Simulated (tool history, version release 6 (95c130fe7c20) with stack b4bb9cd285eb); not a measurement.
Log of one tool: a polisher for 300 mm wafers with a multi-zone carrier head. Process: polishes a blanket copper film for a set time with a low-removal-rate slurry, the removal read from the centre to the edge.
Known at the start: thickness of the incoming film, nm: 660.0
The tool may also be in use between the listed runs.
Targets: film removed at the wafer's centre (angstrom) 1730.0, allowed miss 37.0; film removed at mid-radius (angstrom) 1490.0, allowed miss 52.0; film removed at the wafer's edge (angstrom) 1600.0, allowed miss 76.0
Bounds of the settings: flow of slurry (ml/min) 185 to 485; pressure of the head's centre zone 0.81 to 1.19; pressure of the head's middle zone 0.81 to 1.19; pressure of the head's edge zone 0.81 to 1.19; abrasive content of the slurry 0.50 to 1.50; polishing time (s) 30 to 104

run	day	flow of slurry (ml/min)	pressure of the head's centre zone	pressure of the head's middle zone	pressure of the head's edge zone	abrasive content of the slurry	polishing time (s)	film removed at the wafer's centre (angstrom)	film removed at mid-radius (angstrom)	film removed at the wafer's edge (angstrom)
1	0.000	310	1.00	1.00	1.00	1.00	67	1416.6	1425.3	1462.4
2	0.100	310	0.96	1.00	1.00	1.00	67	1343.9	1419.9	1470.2
3	0.183	320	0.98	1.00	1.01	1.00	67	1387.3	1438.2	1429.8
4	0.279	320	0.98	1.00	1.01	1.20	67	1433.4	1504.0	1472.0
5	0.625	320	0.90	1.00	1.01	1.20	67	1314.4	1513.6	1502.2
6	0.988	320	0.90	1.00	0.97	1.20	67	1308.2	1467.3	1476.0
7	1.162	380	1.00	0.91	1.06	1.35	67	1540.5	1451.3	1574.9
8	1.467	385	1.01	0.91	1.06	1.35	67	1558.4	1446.1	1573.5
9	1.704	390	1.02	0.91	1.06	1.35	67	1565.2	1436.4	1615.9
10	1.996	390	1.02	0.91	1.06	1.35	67	1551.4	1432.7	1647.1
11	2.025	375	1.04	0.92	1.06	1.35	67	1569.7	1438.0	1564.6
12	2.175	385	1.05	0.92	1.06	1.35	67	1598.1	1449.1	1627.7
13	2.267	375	1.07	0.93	1.05	1.35	67	1627.6	1474.9	1573.9

4 next moves are on the table. One of them brings every result within its allowed miss. Which?
A	2.358	375	1.15	0.86	1.10	1.45	66	?	?	?
B	2.358	310	1.19	1.00	0.92	1.50	64	?	?	?
C	2.358	400	0.97	0.93	1.07	1.35	67	?	?	?
D	2.358	330	1.12	0.93	1.03	1.05	72	?	?	?

move	film removed at the wafer's centre (angstrom)	film removed at mid-radius (angstrom)	film removed at the wafer's edge (angstrom)
A	1747.9	1366.0	1590.4
B	1737.1	1466.7	1404.3
C	1482.1	1455.8	1574.4
D	1725.3	1467.2	1563.6
A: brings the result that was furthest off to its target, and leaves another outside
B: brings the result that was furthest off to its target, and leaves another outside
C: further off than the last run
D: meets every target
Move D is the one to make.

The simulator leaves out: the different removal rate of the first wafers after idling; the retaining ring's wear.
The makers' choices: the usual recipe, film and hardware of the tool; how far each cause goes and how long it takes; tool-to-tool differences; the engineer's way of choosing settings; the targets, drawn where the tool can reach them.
